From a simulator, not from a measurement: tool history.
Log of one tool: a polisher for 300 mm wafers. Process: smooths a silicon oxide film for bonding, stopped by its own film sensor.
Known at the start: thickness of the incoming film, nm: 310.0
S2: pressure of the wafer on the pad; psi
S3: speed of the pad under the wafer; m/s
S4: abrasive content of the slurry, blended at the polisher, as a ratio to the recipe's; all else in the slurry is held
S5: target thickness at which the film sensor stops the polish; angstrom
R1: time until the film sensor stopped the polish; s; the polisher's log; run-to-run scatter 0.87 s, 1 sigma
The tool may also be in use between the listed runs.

{"run": 1, "hour": 0.0, "flow of slurry (ml/min)": 210, "S2": 1.4, "S3": 0.82, "S4": 1.0, "S5": 2560, "R1": 140.18}
{"run": 2, "hour": 8.0, "flow of slurry (ml/min)": 210, "S2": 1.4, "S3": 0.82, "S4": 1.0, "S5": 2560, "R1": 141.73}
{"run": 3, "hour": 10.0, "flow of slurry (ml/min)": 210, "S2": 1.4, "S3": 0.82, "S4": 0.8, "S5": 2560, "R1": 160.22}
{"run": 4, "hour": 11.4, "flow of slurry (ml/min)": 215, "S2": 1.7, "S3": 0.82, "S4": 0.8, "S5": 2560, "R1": 132.5}
{"run": 5, "hour": 18.4, "flow of slurry (ml/min)": 215, "S2": 1.9, "S3": 0.84, "S4": 0.8, "S5": 2560, "R1": 116.54}
{"run": 6, "hour": 19.0, "flow of slurry (ml/min)": 215, "S2": 1.6, "S3": 0.84, "S4": 0.8, "S5": 2560, "R1": 137.57}

Run 7 comes next. What will it give?
{"run": 7, "hour": 19.9, "flow of slurry (ml/min)": 220, "S2": 1.8, "S3": 0.86, "S4": 0.8, "S5": 2560, "R1": "?"}

Run 7 gave R1 121.96 s.
